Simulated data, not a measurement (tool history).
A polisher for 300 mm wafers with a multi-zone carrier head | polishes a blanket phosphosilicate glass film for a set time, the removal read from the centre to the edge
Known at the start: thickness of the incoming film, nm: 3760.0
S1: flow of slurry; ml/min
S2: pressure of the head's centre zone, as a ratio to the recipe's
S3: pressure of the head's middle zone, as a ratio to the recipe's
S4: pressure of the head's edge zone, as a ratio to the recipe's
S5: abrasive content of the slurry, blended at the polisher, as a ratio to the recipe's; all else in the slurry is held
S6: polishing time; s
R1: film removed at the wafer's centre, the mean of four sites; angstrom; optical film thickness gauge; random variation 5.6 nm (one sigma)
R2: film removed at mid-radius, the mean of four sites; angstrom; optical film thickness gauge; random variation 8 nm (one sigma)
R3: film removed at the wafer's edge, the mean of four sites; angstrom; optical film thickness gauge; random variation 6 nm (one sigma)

Run 1, hour 0: S1 305 ml/min, S2 1, S3 1, S4 1, S5 1, S6 79 s. Result: R1 7510.7 angstrom, R2 7304.9 angstrom, R3 7544.4 angstrom.
Run 2, hour 3: S1 305 ml/min, S2 1, S3 1, S4 1.08, S5 1, S6 79 s. Result: R1 7568.7 angstrom, R2 7314.4 angstrom, R3 7758.3 angstrom.
Run 3, hour 7.8: S1 245 ml/min, S2 1, S3 1, S4 1.08, S5 1, S6 79 s. Result: R1 7218 angstrom, R2 7282.3 angstrom, R3 7705.3 angstrom.
Run 4, hour 10.4: S1 245 ml/min, S2 1, S3 1, S4 1.08, S5 0.85, S6 79 s. Result: R1 6782.7 angstrom, R2 6524.9 angstrom, R3 7038.9 angstrom.
Run 5, hour 11.2: S1 245 ml/min, S2 0.92, S3 1, S4 1.08, S5 0.85, S6 79 s. Result: R1 6383.4 angstrom, R2 6650.6 angstrom, R3 7167.2 angstrom.
Run 6, hour 15.1: S1 245 ml/min, S2 0.92, S3 1, S4 1.08, S5 0.85, S6 93 s. Result: R1 7452.2 angstrom, R2 7729.4 angstrom, R3 8383.2 angstrom.

The next listed run, before its measurement:
Run 7, hour 21.6: S1 240 ml/min, S2 0.89, S3 1.06, S4 1.04, S5 0.75, S6 88 s. Result: R1 ?, R2 ?, R3 ?.

R1: 6470.2 angstrom
R2: 7368.3 angstrom
R3: 7237.2 angstrom

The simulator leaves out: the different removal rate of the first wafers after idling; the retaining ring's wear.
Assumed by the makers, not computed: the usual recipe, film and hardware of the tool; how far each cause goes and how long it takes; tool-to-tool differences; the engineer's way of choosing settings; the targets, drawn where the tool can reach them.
